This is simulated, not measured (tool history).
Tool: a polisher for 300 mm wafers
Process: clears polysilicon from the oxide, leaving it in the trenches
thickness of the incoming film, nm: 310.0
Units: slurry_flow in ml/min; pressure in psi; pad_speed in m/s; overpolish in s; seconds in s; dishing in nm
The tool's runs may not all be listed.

Run 1, hour 0: slurry_flow 150 ml/min, pressure 2.4 psi, pad_speed 0.82 m/s, overpolish 19 s. Result: seconds 27.594 s, dishing 32.856 nm.
Run 2, hour 6.7: slurry_flow 150 ml/min, pressure 2.2 psi, pad_speed 0.82 m/s, overpolish 19 s. Result: seconds 30.133 s, dishing 33.478 nm.
Run 3, hour 7.7: slurry_flow 150 ml/min, pressure 2.2 psi, pad_speed 0.82 m/s, overpolish 15 s. Result: seconds 29.402 s, dishing 32.844 nm.
Run 4, hour 13.5: slurry_flow 150 ml/min, pressure 2.1 psi, pad_speed 0.8 m/s, overpolish 14 s. Result: seconds 31.609 s, dishing 32.687 nm.
Run 5, hour 19.5: slurry_flow 150 ml/min, pressure 2 psi, pad_speed 0.8 m/s, overpolish 14 s. Result: seconds 32.395 s, dishing 31.789 nm.
Run 6, hour 23.3: slurry_flow 150 ml/min, pressure 1.9 psi, pad_speed 0.78 m/s, overpolish 16 s. Result: seconds 35.726 s, dishing 31.562 nm.

The next listed run, before its measurement:
Run 7, hour 27.1: slurry_flow 145 ml/min, pressure 1.9 psi, pad_speed 0.76 m/s, overpolish 19 s. Result: seconds ?, dishing ?.

Run 7 gave seconds 36.588 s, dishing 32.761 nm.
